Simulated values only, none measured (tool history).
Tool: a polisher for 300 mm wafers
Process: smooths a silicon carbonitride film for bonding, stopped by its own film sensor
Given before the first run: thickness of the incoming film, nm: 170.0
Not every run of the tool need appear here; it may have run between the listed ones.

run,hour,flow of slurry (ml/min),pressure of the wafer on the pad (kPa),speed of the pad under the wafer (m/s),abrasive content of the slurry,target thickness at which the film sensor stops the polish (angstrom),time until the film sensor stopped the polish (s)
1,0.0,170,14.5,0.70,1.0,1290,188.46
2,3.3,170,14.5,0.70,1.0,1290,192.89
3,7.1,170,17.2,0.70,1.0,1290,162.86
4,15.3,170,15.2,0.68,1.0,1290,182.26
5,22.1,170,13.8,0.66,1.0,1290,212.09
6,27.1,170,13.1,0.66,1.0,1290,220.01

Predict the results of run 7:
7,28.3,170,12.4,0.66,1.0,1290,?

{"run 7": {"time until the film sensor stopped the polish (s)": 227.07}}

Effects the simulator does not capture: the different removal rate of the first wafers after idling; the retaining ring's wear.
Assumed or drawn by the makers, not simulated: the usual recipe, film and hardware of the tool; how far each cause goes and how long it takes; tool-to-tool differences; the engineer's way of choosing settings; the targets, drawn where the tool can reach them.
